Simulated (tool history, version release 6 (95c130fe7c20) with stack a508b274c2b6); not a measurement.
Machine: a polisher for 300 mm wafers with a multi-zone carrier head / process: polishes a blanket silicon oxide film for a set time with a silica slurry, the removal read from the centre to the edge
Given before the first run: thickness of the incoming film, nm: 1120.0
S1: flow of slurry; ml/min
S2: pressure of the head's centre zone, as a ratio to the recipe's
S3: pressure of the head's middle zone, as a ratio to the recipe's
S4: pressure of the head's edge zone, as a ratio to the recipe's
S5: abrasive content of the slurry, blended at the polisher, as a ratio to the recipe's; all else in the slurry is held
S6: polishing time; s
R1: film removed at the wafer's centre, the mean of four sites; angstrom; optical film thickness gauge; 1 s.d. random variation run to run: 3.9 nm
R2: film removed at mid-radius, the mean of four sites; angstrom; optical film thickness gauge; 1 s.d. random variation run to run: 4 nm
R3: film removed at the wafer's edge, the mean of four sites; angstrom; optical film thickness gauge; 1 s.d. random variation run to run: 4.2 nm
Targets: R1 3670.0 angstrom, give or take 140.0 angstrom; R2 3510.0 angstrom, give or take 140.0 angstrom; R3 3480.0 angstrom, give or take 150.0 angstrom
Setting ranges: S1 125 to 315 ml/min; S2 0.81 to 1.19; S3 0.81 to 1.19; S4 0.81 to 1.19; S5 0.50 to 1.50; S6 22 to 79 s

run	day	S1	S2	S3	S4	S5	S6	R1	R2	R3
1	0.000	205	1.00	1.00	1.00	1.00	50	2256.3	2289.8	2291.6
2	0.129	210	1.01	1.01	1.01	1.05	51	2368.8	2478.0	2512.6
3	0.188	210	1.01	1.01	0.97	1.05	51	2397.2	2424.1	2395.8
4	0.338	210	0.94	1.01	0.97	1.05	51	2250.7	2444.1	2424.0
5	0.654	215	0.96	1.01	0.97	1.10	51	2292.5	2479.5	2456.2
6	0.938	215	0.96	1.01	1.02	1.10	51	2340.9	2530.0	2456.2
7	1.188	215	0.97	1.01	1.02	1.15	52	2371.6	2573.4	2633.5
# day 1.512: edge zone pressure recalibrated
8	1.512	220	0.99	1.02	1.01	1.20	53	2529.4	2706.6	2671.1
9	1.600	220	1.01	1.02	1.01	1.25	54	2621.4	2700.9	2724.3
10	1.679	225	1.02	1.03	1.01	1.30	55	2816.8	2910.2	2741.3
11	1.842	225	1.03	1.03	1.02	1.30	56	2875.8	2960.5	2890.3

Of the 5 settings listed for the next run, only one would bring every result within its allowed miss of target. Which one?
A	2.004	230	1.08	1.01	1.02	1.30	67	?	?	?
B	2.004	210	1.12	0.82	1.06	1.35	70	?	?	?
C	2.004	245	1.13	1.03	1.06	1.50	71	?	?	?
D	2.004	235	1.17	1.01	0.99	1.20	72	?	?	?
E	2.004	230	1.01	0.97	1.10	1.35	63	?	?	?

move	R1	R2	R3
A	3633.4	3489.3	3498.8
B	3922.8	3061.7	3743.3
C	4253.5	3962.8	3974.8
D	4137.9	3663.3	3619.5
E	3231.0	3210.1	3458.6
A: all results in spec
B: the result that was furthest off in the last run now lies on the other side of its target
C: the result that was furthest off in the last run now lies on the other side of its target
D: the result that was furthest off in the last run now lies on the other side of its target
E: an improvement on the last run, though not all results are within tolerance
Answer: A

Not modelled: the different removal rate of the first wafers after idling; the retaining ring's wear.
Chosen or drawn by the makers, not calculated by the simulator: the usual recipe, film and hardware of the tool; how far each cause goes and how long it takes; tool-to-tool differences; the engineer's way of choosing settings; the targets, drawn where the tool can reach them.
